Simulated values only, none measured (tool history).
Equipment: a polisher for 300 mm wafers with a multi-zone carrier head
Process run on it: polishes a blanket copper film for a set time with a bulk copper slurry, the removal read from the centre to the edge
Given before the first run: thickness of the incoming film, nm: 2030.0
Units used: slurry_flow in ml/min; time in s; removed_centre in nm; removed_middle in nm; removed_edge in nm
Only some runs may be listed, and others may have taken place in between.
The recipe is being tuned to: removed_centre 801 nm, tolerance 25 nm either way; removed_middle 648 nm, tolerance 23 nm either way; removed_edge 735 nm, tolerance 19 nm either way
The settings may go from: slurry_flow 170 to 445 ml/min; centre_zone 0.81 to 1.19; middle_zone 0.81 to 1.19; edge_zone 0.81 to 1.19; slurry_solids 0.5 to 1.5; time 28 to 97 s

run 1 hour=0 | slurry_flow=285 centre_zone=1 middle_zone=1 edge_zone=1 slurry_solids=1 time=62 | removed_centre=579.83 removed_middle=568.8 removed_edge=563.92
run 2 hour=0.9 | slurry_flow=290 centre_zone=1.02 middle_zone=0.99 edge_zone=1.03 slurry_solids=1.1 time=63 | removed_centre=617.78 removed_middle=587.99 removed_edge=587.29
run 3 hour=4.3 | slurry_flow=290 centre_zone=1.03 middle_zone=0.97 edge_zone=1.05 slurry_solids=1.15 time=64 | removed_centre=624.22 removed_middle=592.87 removed_edge=622.11
run 4 hour=6.5 | slurry_flow=250 centre_zone=1.03 middle_zone=0.97 edge_zone=1.05 slurry_solids=1.15 time=64 | removed_centre=626.94 removed_middle=587.82 removed_edge=608.2
run 5 hour=9 | slurry_flow=250 centre_zone=1.06 middle_zone=0.97 edge_zone=1.05 slurry_solids=1.15 time=64 | removed_centre=641.04 removed_middle=574.45 removed_edge=607.58
run 6 hour=16.1 | slurry_flow=250 centre_zone=1.06 middle_zone=0.97 edge_zone=1.05 slurry_solids=1.25 time=64 | removed_centre=656.37 removed_middle=593.13 removed_edge=624.38
run 7 hour=24.5 | slurry_flow=260 centre_zone=1.08 middle_zone=0.97 edge_zone=1.07 slurry_solids=1.3 time=64 | removed_centre=670.6 removed_middle=590.37 removed_edge=626.23
run 8 hour=32.8 | slurry_flow=260 centre_zone=1.09 middle_zone=0.97 edge_zone=1.08 slurry_solids=1.35 time=65 | removed_centre=688.31 removed_middle=618.63 removed_edge=655.55
run 9 hour=36.1 | slurry_flow=265 centre_zone=1.11 middle_zone=0.96 edge_zone=1.09 slurry_solids=1.4 time=66 | removed_centre=736.95 removed_middle=624.99 removed_edge=670.1
run 10 hour=40.7 | slurry_flow=275 centre_zone=1.12 middle_zone=0.96 edge_zone=1.11 slurry_solids=1.4 time=66 | removed_centre=750.08 removed_middle=636.3 removed_edge=679.99
run 11 hour=44.5 | slurry_flow=280 centre_zone=1.12 middle_zone=0.95 edge_zone=1.12 slurry_solids=1.4 time=66 | removed_centre=732.59 removed_middle=622.06 removed_edge=685.12

5 candidate next runs follow, results not yet known. Just one meets every target within its allowed miss. Identify it.
run A hour=48.3 | slurry_flow=260 centre_zone=1.13 middle_zone=0.91 edge_zone=1.14 slurry_solids=1.45 time=71 | removed_centre=? removed_middle=? removed_edge=?
run B hour=48.3 | slurry_flow=245 centre_zone=1 middle_zone=0.86 edge_zone=1.19 slurry_solids=1.2 time=70 | removed_centre=? removed_middle=? removed_edge=?
run C hour=48.3 | slurry_flow=330 centre_zone=0.94 middle_zone=0.92 edge_zone=1.19 slurry_solids=1.45 time=67 | removed_centre=? removed_middle=? removed_edge=?
run D hour=48.3 | slurry_flow=245 centre_zone=1.19 middle_zone=1.11 edge_zone=1.01 slurry_solids=1.45 time=62 | removed_centre=? removed_middle=? removed_edge=?
run E hour=48.3 | slurry_flow=295 centre_zone=1.14 middle_zone=1 edge_zone=1.02 slurry_solids=1.45 time=67 | removed_centre=? removed_middle=? removed_edge=?

move=A removed_centre=805.23 removed_middle=658.75 removed_edge=739.4
move=B removed_centre=668.93 removed_middle=593.34 removed_edge=712.76
move=C removed_centre=649.68 removed_middle=644.12 removed_edge=727.38
move=D removed_centre=735.42 removed_middle=669.04 removed_edge=603.32
move=E removed_centre=779.65 removed_middle=679.8 removed_edge=667.15
A: each result inside its tolerance
B: misses by more than the last run did
C: misses by more than the last run did
D: misses by more than the last run did
E: corrects the largest miss of the last run, while another result sits out of spec
The move that meets every target is A.
